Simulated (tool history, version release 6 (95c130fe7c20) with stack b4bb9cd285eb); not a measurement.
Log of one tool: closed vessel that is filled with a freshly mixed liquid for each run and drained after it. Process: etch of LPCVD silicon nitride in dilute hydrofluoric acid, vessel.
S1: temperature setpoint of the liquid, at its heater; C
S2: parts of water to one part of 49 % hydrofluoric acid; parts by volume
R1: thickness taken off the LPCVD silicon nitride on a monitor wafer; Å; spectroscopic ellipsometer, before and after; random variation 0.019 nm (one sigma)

run 1 hour=0 | S1=23 S2=265 time_in_the_liquid_(s)=540 | R1=8.9863
run 2 hour=4.3 | S1=24.5 S2=235 time_in_the_liquid_(s)=540 | R1=11.207
run 3 hour=7.3 | S1=25.5 S2=210 time_in_the_liquid_(s)=540 | R1=13.481
run 4 hour=17.1 | S1=25.5 S2=210 time_in_the_liquid_(s)=335 | R1=8.2616
run 5 hour=18.8 | S1=26.5 S2=180 time_in_the_liquid_(s)=375 | R1=11.382
run 6 hour=25.3 | S1=26.5 S2=115 time_in_the_liquid_(s)=375 | R1=17.902
run 7 hour=30.7 | S1=26.5 S2=105 time_in_the_liquid_(s)=390 | R1=20.206
run 8 hour=39 | S1=26.5 S2=95 time_in_the_liquid_(s)=390 | R1=22.428
run 9 hour=48.8 | S1=26 S2=90 time_in_the_liquid_(s)=390 | R1=22.869
run 10 hour=58.3 | S1=24.5 S2=90 time_in_the_liquid_(s)=390 | R1=20.918

The next listed run, before its measurement:
run 11 hour=61.2 | S1=25.5 S2=85 time_in_the_liquid_(s)=390 | R1=?

R1: 23.591 Å
